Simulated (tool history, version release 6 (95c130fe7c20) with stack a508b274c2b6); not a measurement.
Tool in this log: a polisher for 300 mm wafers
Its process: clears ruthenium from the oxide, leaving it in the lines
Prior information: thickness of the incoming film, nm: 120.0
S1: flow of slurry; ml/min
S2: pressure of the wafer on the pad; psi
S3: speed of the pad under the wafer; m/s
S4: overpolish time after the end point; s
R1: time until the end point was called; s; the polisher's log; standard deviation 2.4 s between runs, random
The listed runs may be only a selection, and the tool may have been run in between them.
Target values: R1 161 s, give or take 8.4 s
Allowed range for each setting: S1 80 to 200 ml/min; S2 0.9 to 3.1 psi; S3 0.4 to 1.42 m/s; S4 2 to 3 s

run,hour,S1,S2,S3,S4,R1
1,0,130,2,0.9,3,120.94
2,1.9,130,1.9,0.9,3,133.34
3,5.5,130,1.8,0.9,3,135.26
4,9.6,130,1.8,1,3,123
5,11.3,145,1.8,1,3,120.24
# hour 16.7: head pressure recalibrated
6,16.7,145,2.2,1,3,91.143
7,17.3,140,1.6,0.96,3,127.63
8,22.8,130,1.6,0.96,3,130.82
9,26.5,130,1.5,0.96,3,141.84
10,28.4,125,1.5,0.96,3,141.98

5 candidate next runs follow, results not yet known. Just one meets every target within its allowed miss. Identify it.
A,30.3,135,1.9,0.92,2,?
B,30.3,140,1.1,1.24,2,?
C,30.3,135,1.5,1.08,3,?
D,30.3,150,1.1,1.1,3,?
E,30.3,135,1.5,1.22,3,?

move,R1
A,114.32
B,144.16
C,123.31
D,159.54
E,109.74
A: misses by more than the last run did
B: closer than the last run, but not yet in spec
C: misses by more than the last run did
D: each result inside its tolerance
E: misses by more than the last run did
Answer: D
